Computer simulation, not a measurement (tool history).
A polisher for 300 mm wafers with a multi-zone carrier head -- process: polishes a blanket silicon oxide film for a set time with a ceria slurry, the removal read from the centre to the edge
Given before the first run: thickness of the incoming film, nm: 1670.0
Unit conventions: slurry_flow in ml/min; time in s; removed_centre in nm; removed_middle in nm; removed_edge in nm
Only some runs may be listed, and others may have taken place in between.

run 1 day=0.000 | slurry_flow=220 centre_zone=1.00 middle_zone=1.00 edge_zone=1.00 time=63 | removed_centre=237.48 removed_middle=233.87 removed_edge=213.59
run 2 day=0.292 | slurry_flow=225 centre_zone=1.03 middle_zone=0.96 edge_zone=1.06 time=67 | removed_centre=255.00 removed_middle=239.18 removed_edge=236.38
run 3 day=0.512 | slurry_flow=235 centre_zone=1.08 middle_zone=0.94 edge_zone=1.10 time=69 | removed_centre=282.26 removed_middle=239.78 removed_edge=251.16
run 4 day=0.879 | slurry_flow=235 centre_zone=1.08 middle_zone=0.94 edge_zone=1.04 time=69 | removed_centre=277.50 removed_middle=243.36 removed_edge=240.47
run 5 day=0.925 | slurry_flow=235 centre_zone=1.08 middle_zone=0.87 edge_zone=1.04 time=69 | removed_centre=279.65 removed_middle=228.12 removed_edge=246.42
run 6 day=1.117 | slurry_flow=245 centre_zone=1.09 middle_zone=0.88 edge_zone=1.08 time=71 | removed_centre=290.44 removed_middle=240.33 removed_edge=258.04

Run 7 has not been measured yet. What should we expect?
run 7 day=1.354 | slurry_flow=255 centre_zone=1.10 middle_zone=0.88 edge_zone=1.11 time=72 | removed_centre=? removed_middle=? removed_edge=?

Run 7 yielded removed_centre 301.56 nm, removed_middle 241.55 nm, removed_edge 267.08 nm.
